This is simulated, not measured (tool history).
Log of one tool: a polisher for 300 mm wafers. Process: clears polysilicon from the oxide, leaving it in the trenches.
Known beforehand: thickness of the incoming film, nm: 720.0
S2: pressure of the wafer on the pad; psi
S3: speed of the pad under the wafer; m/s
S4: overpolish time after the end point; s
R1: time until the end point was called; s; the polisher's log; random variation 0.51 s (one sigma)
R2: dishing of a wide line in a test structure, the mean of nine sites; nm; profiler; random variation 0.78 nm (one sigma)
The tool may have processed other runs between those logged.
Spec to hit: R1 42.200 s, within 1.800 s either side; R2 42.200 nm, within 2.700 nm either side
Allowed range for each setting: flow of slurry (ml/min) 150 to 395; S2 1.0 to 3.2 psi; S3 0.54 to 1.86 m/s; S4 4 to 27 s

Run 1, hour 0.0: flow of slurry (ml/min) 250, S2 2.1 psi, S3 1.18 m/s, S4 14 s. Result: R1 52.610 s, R2 51.944 nm.
Run 2, hour 5.2: flow of slurry (ml/min) 250, S2 2.1 psi, S3 1.18 m/s, S4 20 s. Result: R1 52.840 s, R2 55.819 nm.
Run 3, hour 11.4: flow of slurry (ml/min) 250, S2 2.1 psi, S3 1.18 m/s, S4 18 s. Result: R1 52.611 s, R2 55.965 nm.
Run 4, hour 19.3: flow of slurry (ml/min) 250, S2 2.1 psi, S3 1.18 m/s, S4 16 s. Result: R1 54.078 s, R2 52.944 nm.
At hour 24.7: slurry nozzle cleaned.
Run 5, hour 24.7: flow of slurry (ml/min) 250, S2 2.1 psi, S3 1.18 m/s, S4 11 s. Result: R1 50.701 s, R2 51.215 nm.
Run 6, hour 30.2: flow of slurry (ml/min) 200, S2 2.1 psi, S3 1.18 m/s, S4 11 s. Result: R1 52.608 s, R2 51.989 nm.
Run 7, hour 37.9: flow of slurry (ml/min) 220, S2 2.1 psi, S3 1.18 m/s, S4 10 s. Result: R1 52.289 s, R2 49.341 nm.
Run 8, hour 39.3: flow of slurry (ml/min) 240, S2 2.1 psi, S3 1.18 m/s, S4 9 s. Result: R1 51.726 s, R2 48.687 nm.
Run 9, hour 43.5: flow of slurry (ml/min) 255, S2 2.1 psi, S3 1.18 m/s, S4 8 s. Result: R1 52.414 s, R2 47.207 nm.
Run 10, hour 44.7: flow of slurry (ml/min) 265, S2 2.1 psi, S3 1.18 m/s, S4 8 s. Result: R1 50.525 s, R2 47.630 nm.
Run 11, hour 53.3: flow of slurry (ml/min) 230, S2 2.6 psi, S3 1.20 m/s, S4 4 s. Result: R1 40.904 s, R2 38.709 nm.
Run 12, hour 56.3: flow of slurry (ml/min) 225, S2 2.5 psi, S3 1.22 m/s, S4 6 s. Result: R1 43.148 s, R2 45.917 nm.
Run 13, hour 58.8: flow of slurry (ml/min) 235, S2 2.6 psi, S3 1.20 m/s, S4 4 s. Result: R1 41.057 s, R2 38.273 nm.

Consider the 4 candidate settings below. Which is the only one whose results all fall within their allowed miss of target?
Run A, hour 61.3: flow of slurry (ml/min) 270, S2 2.8 psi, S3 1.02 m/s, S4 4 s. Result: R1 ?, R2 ?.
Run B, hour 61.3: flow of slurry (ml/min) 220, S2 2.0 psi, S3 1.50 m/s, S4 4 s. Result: R1 ?, R2 ?.
Run C, hour 61.3: flow of slurry (ml/min) 270, S2 2.0 psi, S3 1.48 m/s, S4 5 s. Result: R1 ?, R2 ?.
Run D, hour 61.3: flow of slurry (ml/min) 210, S2 2.6 psi, S3 1.18 m/s, S4 4 s. Result: R1 ?, R2 ?.

move      R1      R2
   A  43.082  37.030
   B  42.132  37.485
   C  41.642  42.149
   D  41.503  37.790
A: further off than the last run
B: further off than the last run
C: every result within its allowed miss
D: further off than the last run
The right move is C.

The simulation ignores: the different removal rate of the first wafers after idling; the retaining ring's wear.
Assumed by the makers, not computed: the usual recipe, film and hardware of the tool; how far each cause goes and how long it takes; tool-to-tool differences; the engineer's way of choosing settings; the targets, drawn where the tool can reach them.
